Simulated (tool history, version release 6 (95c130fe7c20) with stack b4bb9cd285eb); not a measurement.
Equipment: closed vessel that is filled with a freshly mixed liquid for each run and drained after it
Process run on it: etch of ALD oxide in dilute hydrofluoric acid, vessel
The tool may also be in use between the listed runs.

| run | hour | temperature setpoint of the liquid (°C) | parts of water to one part of 49 % hydrofluoric acid (parts by volume) | time in the liquid (s) | thickness taken off the ALD oxide on a monitor wafer (angstrom) |
|---|---|---|---|---|---|
| 1 | 0.0 | 23.0 | 55 | 100 | 266.93 |
| 2 | 2.1 | 20.5 | 55 | 100 | 241.14 |
| 3 | 7.7 | 20.0 | 55 | 100 | 237.37 |
| 4 | 16.5 | 19.5 | 55 | 100 | 231.38 |
|  | 18.1 | thermometer replaced |
| 5 | 18.1 | 19.5 | 55 | 110 | 229.12 |
| 6 | 22.3 | 19.5 | 40 | 110 | 329.35 |
| 7 | 26.1 | 19.0 | 45 | 110 | 278.46 |
| 8 | 34.8 | 18.0 | 55 | 110 | 217.33 |
| 9 | 40.2 | 17.5 | 60 | 110 | 194.50 |

Run 10 is up next; what results do you expect?
| 10 | 44.0 | 17.0 | 60 | 110 | ? |

Run 10 measured thickness taken off the ALD oxide on a monitor wafer (angstrom) 190.39.
